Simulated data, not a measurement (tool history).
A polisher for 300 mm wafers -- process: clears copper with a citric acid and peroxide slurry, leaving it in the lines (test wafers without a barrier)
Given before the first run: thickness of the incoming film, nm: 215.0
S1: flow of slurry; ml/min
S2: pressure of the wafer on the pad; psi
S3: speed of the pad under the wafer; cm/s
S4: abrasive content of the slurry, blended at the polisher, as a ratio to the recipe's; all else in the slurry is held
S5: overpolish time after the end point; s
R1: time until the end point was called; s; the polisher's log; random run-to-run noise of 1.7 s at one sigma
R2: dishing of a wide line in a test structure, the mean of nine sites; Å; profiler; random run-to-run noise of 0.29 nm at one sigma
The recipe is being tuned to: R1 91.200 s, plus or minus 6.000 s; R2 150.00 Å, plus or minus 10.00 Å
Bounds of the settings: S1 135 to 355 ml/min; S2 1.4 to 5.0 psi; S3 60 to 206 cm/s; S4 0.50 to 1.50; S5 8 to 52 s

run 1 hour=0.0 | S1=225 S2=3.2 S3=132 S4=1.00 S5=26 | R1=69.536 R2=489.99
run 2 hour=2.0 | S1=225 S2=2.6 S3=136 S4=1.00 S5=20 | R1=78.269 R2=360.53
run 3 hour=10.6 | S1=220 S2=2.2 S3=136 S4=1.00 S5=16 | R1=85.913 R2=268.40
run 4 hour=13.3 | S1=190 S2=1.9 S3=140 S4=1.05 S5=13 | R1=97.247 R2=205.86
run 5 hour=17.0 | S1=170 S2=1.7 S3=152 S4=1.20 S5=11 | R1=93.056 R2=174.95
run 6 hour=25.1 | S1=170 S2=1.7 S3=152 S4=1.20 S5=8 | R1=93.510 R2=131.86
run 7 hour=28.6 | S1=175 S2=1.7 S3=152 S4=1.15 S5=8 | R1=90.796 R2=125.24
run 8 hour=34.1 | S1=175 S2=1.7 S3=152 S4=1.15 S5=8 | R1=95.856 R2=127.92
run 9 hour=42.3 | S1=185 S2=1.8 S3=150 S4=1.15 S5=8 | R1=91.433 R2=133.94
run 10 hour=49.3 | S1=185 S2=1.8 S3=148 S4=1.15 S5=8 | R1=91.057 R2=131.81
run 11 hour=58.1 | S1=185 S2=1.8 S3=148 S4=1.15 S5=13 | R1=92.758 R2=211.58
run 12 hour=64.9 | S1=185 S2=1.8 S3=148 S4=1.15 S5=13 | R1=91.588 R2=200.68
run 13 hour=66.6 | S1=180 S2=1.9 S3=148 S4=1.15 S5=12 | R1=90.689 R2=198.23
run 14 hour=72.3 | S1=180 S2=1.9 S3=148 S4=1.15 S5=12 | R1=90.776 R2=201.59

Which single option among these 4 for the next run brings every result within its allowed miss of target? Just one does.
run A hour=78.0 | S1=170 S2=1.5 S3=170 S4=1.20 S5=9 | R1=? R2=?
run B hour=78.0 | S1=175 S2=2.3 S3=158 S4=0.50 S5=21 | R1=? R2=?
run C hour=78.0 | S1=145 S2=1.7 S3=148 S4=1.05 S5=12 | R1=? R2=?
run D hour=78.0 | S1=175 S2=2.0 S3=132 S4=1.45 S5=11 | R1=? R2=?

move=A R1=90.330 R2=149.28
move=B R1=90.087 R2=323.52
move=C R1=101.650 R2=175.07
move=D R1=90.460 R2=180.48
A: all results in spec
B: moves away from the targets compared with the last run
C: closes in on the targets versus the last run, not all within tolerance yet
D: closes in on the targets versus the last run, not all within tolerance yet
Answer: A

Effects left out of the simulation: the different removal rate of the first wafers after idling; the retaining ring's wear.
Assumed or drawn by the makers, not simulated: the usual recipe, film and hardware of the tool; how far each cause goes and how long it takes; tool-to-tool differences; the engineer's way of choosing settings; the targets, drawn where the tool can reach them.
